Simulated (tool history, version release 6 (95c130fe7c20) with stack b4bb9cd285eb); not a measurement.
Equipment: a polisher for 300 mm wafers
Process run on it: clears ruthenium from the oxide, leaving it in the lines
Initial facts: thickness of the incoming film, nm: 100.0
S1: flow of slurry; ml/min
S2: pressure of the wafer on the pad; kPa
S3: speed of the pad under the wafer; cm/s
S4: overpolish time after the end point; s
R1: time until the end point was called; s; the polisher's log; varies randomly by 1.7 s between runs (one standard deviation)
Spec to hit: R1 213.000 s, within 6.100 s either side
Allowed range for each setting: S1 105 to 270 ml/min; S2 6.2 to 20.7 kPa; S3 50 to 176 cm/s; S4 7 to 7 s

run	hour	S1	S2	S3	S4	R1
1	0.0	175	13.1	112	7	87.249
2	9.0	175	16.5	112	7	72.347
3	14.7	160	16.5	112	7	73.838
4	22.1	125	16.5	112	7	77.600
5	26.1	125	16.5	112	7	78.220
6	27.3	120	15.2	106	7	89.759
7	31.4	120	13.8	100	7	100.220
8	36.3	120	12.4	94	7	119.530
9	40.0	120	11.7	92	7	127.820
10	46.1	120	11.7	92	7	127.800
11	50.1	120	11.0	90	7	136.780
12	56.5	120	10.3	88	7	146.110
13	64.7	120	9.7	86	7	159.620
14	66.4	120	9.0	86	7	164.120
15	71.2	120	8.3	86	7	175.330

Consider the 4 candidate settings below. Which is the only one whose results all fall within their allowed miss of target?
A	76.0	105	11.0	58	7	?
B	76.0	145	9.7	84	7	?
C	76.0	125	8.3	64	7	?
D	76.0	110	6.2	84	7	?

move	R1
A	212.570
B	153.280
C	231.130
D	227.020
A: all results land within tolerance of their targets
B: further off than the last run
C: pushes the last run's worst result past its target
D: pushes the last run's worst result past its target
A is the move that brings every result within its allowed miss.
